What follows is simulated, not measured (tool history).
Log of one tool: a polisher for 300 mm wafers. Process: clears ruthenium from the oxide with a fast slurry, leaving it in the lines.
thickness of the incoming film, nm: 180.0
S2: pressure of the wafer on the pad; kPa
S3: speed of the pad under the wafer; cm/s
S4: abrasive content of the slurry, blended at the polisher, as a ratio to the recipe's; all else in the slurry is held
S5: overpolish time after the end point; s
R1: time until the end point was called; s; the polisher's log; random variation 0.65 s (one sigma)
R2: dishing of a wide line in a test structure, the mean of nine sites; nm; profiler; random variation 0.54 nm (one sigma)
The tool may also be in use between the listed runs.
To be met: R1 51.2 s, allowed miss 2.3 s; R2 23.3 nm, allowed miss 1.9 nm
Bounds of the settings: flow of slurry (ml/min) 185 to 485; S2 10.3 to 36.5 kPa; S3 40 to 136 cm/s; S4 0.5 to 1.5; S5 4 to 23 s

{"run": 1, "day": 0.0, "flow of slurry (ml/min)": 310, "S2": 23.4, "S3": 88, "S4": 1, "S5": 12, "R1": 44.905, "R2": 35.687}
{"run": 2, "day": 0.125, "flow of slurry (ml/min)": 310, "S2": 22.8, "S3": 88, "S4": 1, "S5": 11, "R1": 46.456, "R2": 33.682}
{"run": 3, "day": 0.325, "flow of slurry (ml/min)": 310, "S2": 22.8, "S3": 88, "S4": 1.15, "S5": 11, "R1": 44.761, "R2": 36.08}
{"run": 4, "day": 0.521, "flow of slurry (ml/min)": 305, "S2": 22.1, "S3": 88, "S4": 1.1, "S5": 10, "R1": 46.603, "R2": 30.26}
{"run": 5, "day": 0.746, "flow of slurry (ml/min)": 305, "S2": 21.4, "S3": 88, "S4": 1.1, "S5": 9, "R1": 48.152, "R2": 27.595}
{"run": 6, "day": 1.075, "flow of slurry (ml/min)": 305, "S2": 21.4, "S3": 88, "S4": 1.3, "S5": 9, "R1": 45.168, "R2": 29.337}
{"run": 7, "day": 1.121, "flow of slurry (ml/min)": 305, "S2": 17.9, "S3": 88, "S4": 1.3, "S5": 7, "R1": 53.229, "R2": 19.78}
{"run": 8, "day": 1.292, "flow of slurry (ml/min)": 305, "S2": 19.3, "S3": 88, "S4": 1.3, "S5": 9, "R1": 48.946, "R2": 25.557}
{"run": 9, "day": 1.371, "flow of slurry (ml/min)": 305, "S2": 18.6, "S3": 88, "S4": 1.3, "S5": 9, "R1": 51.915, "R2": 25.646}

4 next moves are on the table. One of them brings every result within its allowed miss. Which?
{"run": "A", "day": 1.45, "flow of slurry (ml/min)": 330, "S2": 18.6, "S3": 82, "S4": 1.3, "S5": 11, "R1": "?", "R2": "?"}
{"run": "B", "day": 1.45, "flow of slurry (ml/min)": 230, "S2": 20, "S3": 86, "S4": 1.25, "S5": 8, "R1": "?", "R2": "?"}
{"run": "C", "day": 1.45, "flow of slurry (ml/min)": 330, "S2": 20.7, "S3": 74, "S4": 1.35, "S5": 10, "R1": "?", "R2": "?"}
{"run": "D", "day": 1.45, "flow of slurry (ml/min)": 285, "S2": 19.3, "S3": 88, "S4": 0.95, "S5": 11, "R1": "?", "R2": "?"}

move=A R1=53.978 R2=29.745
move=B R1=50.368 R2=23.651
move=C R1=53.087 R2=27.684
move=D R1=56.071 R2=28.732
A: further off than the last run
B: meets every target
C: further off than the last run
D: further off than the last run
Move B is the one to make.
